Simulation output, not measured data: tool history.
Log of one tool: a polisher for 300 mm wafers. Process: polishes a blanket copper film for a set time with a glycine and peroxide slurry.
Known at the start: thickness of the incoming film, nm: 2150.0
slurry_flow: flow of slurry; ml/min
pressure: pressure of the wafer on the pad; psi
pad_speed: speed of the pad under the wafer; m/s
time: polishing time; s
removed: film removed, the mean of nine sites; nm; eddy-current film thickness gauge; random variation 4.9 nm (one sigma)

{"run": 1, "hour": 0.0, "slurry_flow": 215, "pressure": 2.6, "pad_speed": 1.06, "time": 36, "removed": 223.23}
{"run": 2, "hour": 7.7, "slurry_flow": 215, "pressure": 2.6, "pad_speed": 1.06, "time": 36, "removed": 220.17}
{"run": 3, "hour": 10.3, "slurry_flow": 215, "pressure": 2.6, "pad_speed": 0.84, "time": 36, "removed": 186.1}
{"run": 4, "hour": 17.4, "slurry_flow": 215, "pressure": 2, "pad_speed": 0.84, "time": 36, "removed": 154.43}
{"run": 5, "hour": 20.3, "slurry_flow": 215, "pressure": 2.4, "pad_speed": 0.88, "time": 36, "removed": 184.11}
{"run": 6, "hour": 25.4, "slurry_flow": 215, "pressure": 2.7, "pad_speed": 0.92, "time": 36, "removed": 198.31}
{"run": 7, "hour": 26.8, "slurry_flow": 215, "pressure": 2.9, "pad_speed": 0.98, "time": 36, "removed": 223.61}
{"run": 8, "hour": 28.2, "slurry_flow": 215, "pressure": 2.9, "pad_speed": 0.98, "time": 36, "removed": 226.55}
{"run": 9, "hour": 34.3, "slurry_flow": 215, "pressure": 3.1, "pad_speed": 1, "time": 36, "removed": 243.76}
{"run": 10, "hour": 35.9, "slurry_flow": 215, "pressure": 3.3, "pad_speed": 1.02, "time": 36, "removed": 258.8}
{"run": 11, "hour": 40.5, "slurry_flow": 215, "pressure": 3.4, "pad_speed": 1.04, "time": 36, "removed": 276.99}
{"run": 12, "hour": 43.1, "slurry_flow": 215, "pressure": 3.5, "pad_speed": 1.04, "time": 36, "removed": 273.19}
{"run": 13, "hour": 46.5, "slurry_flow": 215, "pressure": 3.6, "pad_speed": 1.06, "time": 36, "removed": 283.12}

Run 14 comes next. What will it give?
{"run": 14, "hour": 53.8, "slurry_flow": 215, "pressure": 3.7, "pad_speed": 1.08, "time": 36, "removed": "?"}

Run 14 gave removed 304.42 nm.

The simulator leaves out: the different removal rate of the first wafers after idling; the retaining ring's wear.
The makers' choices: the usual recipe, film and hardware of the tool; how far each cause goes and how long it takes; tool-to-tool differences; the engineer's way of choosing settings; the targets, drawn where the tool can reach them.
